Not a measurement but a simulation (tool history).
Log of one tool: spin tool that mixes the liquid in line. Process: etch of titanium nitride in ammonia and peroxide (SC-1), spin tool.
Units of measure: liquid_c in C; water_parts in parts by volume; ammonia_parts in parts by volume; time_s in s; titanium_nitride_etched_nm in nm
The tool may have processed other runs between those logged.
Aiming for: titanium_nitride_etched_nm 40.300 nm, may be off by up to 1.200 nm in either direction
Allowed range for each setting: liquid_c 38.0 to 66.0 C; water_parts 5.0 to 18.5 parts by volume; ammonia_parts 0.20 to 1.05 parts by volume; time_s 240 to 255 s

Run 1, day 0.000: liquid_c 50.0 C, water_parts 10.5 parts by volume, ammonia_parts 0.55 parts by volume, time_s 240 s. Result: titanium_nitride_etched_nm 21.747 nm.
Run 2, day 0.254: liquid_c 50.0 C, water_parts 7.5 parts by volume, ammonia_parts 0.55 parts by volume, time_s 240 s. Result: titanium_nitride_etched_nm 25.719 nm.
Run 3, day 0.571: liquid_c 50.0 C, water_parts 7.5 parts by volume, ammonia_parts 0.70 parts by volume, time_s 240 s. Result: titanium_nitride_etched_nm 26.766 nm.
Run 4, day 0.667: liquid_c 50.0 C, water_parts 11.0 parts by volume, ammonia_parts 0.70 parts by volume, time_s 240 s. Result: titanium_nitride_etched_nm 22.319 nm.
Run 5, day 0.838: liquid_c 52.5 C, water_parts 11.0 parts by volume, ammonia_parts 0.70 parts by volume, time_s 240 s. Result: titanium_nitride_etched_nm 26.211 nm.
Run 6, day 1.079: liquid_c 56.0 C, water_parts 11.0 parts by volume, ammonia_parts 0.70 parts by volume, time_s 240 s. Result: titanium_nitride_etched_nm 33.589 nm.
Run 7, day 1.317: liquid_c 57.0 C, water_parts 11.0 parts by volume, ammonia_parts 0.70 parts by volume, time_s 240 s. Result: titanium_nitride_etched_nm 35.996 nm.
Run 8, day 1.633: liquid_c 57.5 C, water_parts 11.0 parts by volume, ammonia_parts 0.70 parts by volume, time_s 240 s. Result: titanium_nitride_etched_nm 36.842 nm.
Run 9, day 2.000: liquid_c 58.0 C, water_parts 11.0 parts by volume, ammonia_parts 0.70 parts by volume, time_s 240 s. Result: titanium_nitride_etched_nm 38.265 nm.

Which single option among these 4 for the next run brings every result within its allowed miss of target? Just one does.
Run A, day 2.367: liquid_c 57.5 C, water_parts 9.5 parts by volume, ammonia_parts 0.60 parts by volume, time_s 250 s. Result: titanium_nitride_etched_nm ?.
Run B, day 2.367: liquid_c 57.0 C, water_parts 11.0 parts by volume, ammonia_parts 0.85 parts by volume, time_s 245 s. Result: titanium_nitride_etched_nm ?.
Run C, day 2.367: liquid_c 58.0 C, water_parts 14.5 parts by volume, ammonia_parts 0.90 parts by volume, time_s 255 s. Result: titanium_nitride_etched_nm ?.
Run D, day 2.367: liquid_c 58.0 C, water_parts 11.0 parts by volume, ammonia_parts 0.65 parts by volume, time_s 240 s. Result: titanium_nitride_etched_nm ?.

move  titanium_nitride_etched_nm
   A                      40.445
   B                      37.646
   C                      36.593
   D                      37.710
A: hits every target within its allowed miss
B: its largest miss is bigger than the last run's
C: its largest miss is bigger than the last run's
D: its largest miss is bigger than the last run's
A is the move that brings every result within its allowed miss.

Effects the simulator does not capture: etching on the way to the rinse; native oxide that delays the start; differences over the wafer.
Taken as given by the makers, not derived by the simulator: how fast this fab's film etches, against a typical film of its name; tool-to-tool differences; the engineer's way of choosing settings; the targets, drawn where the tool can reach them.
